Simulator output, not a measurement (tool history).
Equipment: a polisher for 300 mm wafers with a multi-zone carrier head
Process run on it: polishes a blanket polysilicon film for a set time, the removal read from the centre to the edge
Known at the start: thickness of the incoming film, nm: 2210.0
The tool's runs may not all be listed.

run,hour,flow of slurry (ml/min),pressure of the head's centre zone,pressure of the head's middle zone,pressure of the head's edge zone,polishing time (s),film removed at the wafer's centre (angstrom),film removed at mid-radius (angstrom),film removed at the wafer's edge (angstrom)
1,0,135,1,1,1,59,6822,7556.4,7432.5
2,7.7,110,1,1,1,59,6494.9,7078.9,7140.4
3,14.6,110,1,1,1.08,59,6439.6,7043.5,7302.7
4,18.1,110,0.92,1,1.08,59,6088.9,7120.1,7479.7
5,21.5,110,0.92,0.96,1.08,59,6131.1,6704.4,7467.2
6,26.5,110,0.92,0.96,1.08,68,7078.9,7938.6,8588.9
7,28.8,110,0.95,1,1.02,62,6525,7447.5,7531.6
8,30.9,105,0.96,1.02,0.97,59,6186.7,7086.2,6932.2
9,31.8,100,0.97,1.04,0.93,57,5989.9,6840.9,6591.1
10,33.7,100,0.98,1.07,0.9,55,5752.5,6859.6,6251.2
11,37.1,100,0.99,1.08,0.88,54,5645.1,6860.1,6001.5
12,43.7,95,0.99,1.08,0.86,53,5434.4,6554.2,5756.7
13,47.6,90,0.99,1.08,0.85,53,5365.4,6367.7,5685.9

Run 14 has not been measured yet. What should we expect?
14,54.5,90,0.99,1.09,0.84,53,?,?,?

{"run 14": {"film removed at the wafer's centre (angstrom)": 5264.4, "film removed at mid-radius (angstrom)": 6517.4, "film removed at the wafer's edge (angstrom)": 5615.7}}

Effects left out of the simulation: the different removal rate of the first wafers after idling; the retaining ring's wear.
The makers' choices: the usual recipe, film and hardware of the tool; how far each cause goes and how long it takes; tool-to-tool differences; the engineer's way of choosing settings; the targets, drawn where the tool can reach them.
